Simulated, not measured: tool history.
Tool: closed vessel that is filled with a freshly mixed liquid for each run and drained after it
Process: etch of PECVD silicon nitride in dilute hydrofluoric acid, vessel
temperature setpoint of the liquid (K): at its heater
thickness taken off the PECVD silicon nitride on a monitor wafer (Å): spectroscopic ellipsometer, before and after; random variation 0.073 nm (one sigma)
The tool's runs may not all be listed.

run	hour	temperature setpoint of the liquid (K)	parts of water to one part of 49 % hydrofluoric acid (parts by volume)	time in the liquid (s)	thickness taken off the PECVD silicon nitride on a monitor wafer (Å)
1	0.0	295.15	285	615	53.657
2	7.4	296.65	275	615	61.475
3	9.7	293.15	275	615	49.313
4	17.5	296.15	275	615	59.091
5	19.3	297.15	270	615	65.510
6	24.3	298.15	270	615	68.640

Run 7 comes next. What will it give?
7	28.7	299.15	265	615	?

Run 7 gave thickness taken off the PECVD silicon nitride on a monitor wafer (Å) 75.557.

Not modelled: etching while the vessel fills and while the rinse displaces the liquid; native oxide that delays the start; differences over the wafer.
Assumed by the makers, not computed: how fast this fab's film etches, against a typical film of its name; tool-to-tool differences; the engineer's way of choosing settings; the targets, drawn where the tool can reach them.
